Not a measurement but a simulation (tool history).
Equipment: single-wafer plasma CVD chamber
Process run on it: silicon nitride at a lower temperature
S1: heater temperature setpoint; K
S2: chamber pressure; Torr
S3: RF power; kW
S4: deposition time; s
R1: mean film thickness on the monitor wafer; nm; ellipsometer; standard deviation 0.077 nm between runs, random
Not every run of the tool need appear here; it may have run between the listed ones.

run	hour	S1	S2	S3	S4	R1
1	0.0	633.15	2.07	0.285	24.4	30.550
2	4.5	633.15	2.34	0.285	24.4	31.451
3	10.4	633.15	2.19	0.260	24.1	27.806
4	13.1	633.15	2.05	0.255	24.1	26.944
5	17.3	633.15	1.94	0.250	24.1	26.030
6	17.9	633.15	1.94	0.225	24.1	23.075

Estimate the outcome of run 7 from the log above:
7	26.3	633.15	1.94	0.225	24.1	?

R1: 23.050 nm

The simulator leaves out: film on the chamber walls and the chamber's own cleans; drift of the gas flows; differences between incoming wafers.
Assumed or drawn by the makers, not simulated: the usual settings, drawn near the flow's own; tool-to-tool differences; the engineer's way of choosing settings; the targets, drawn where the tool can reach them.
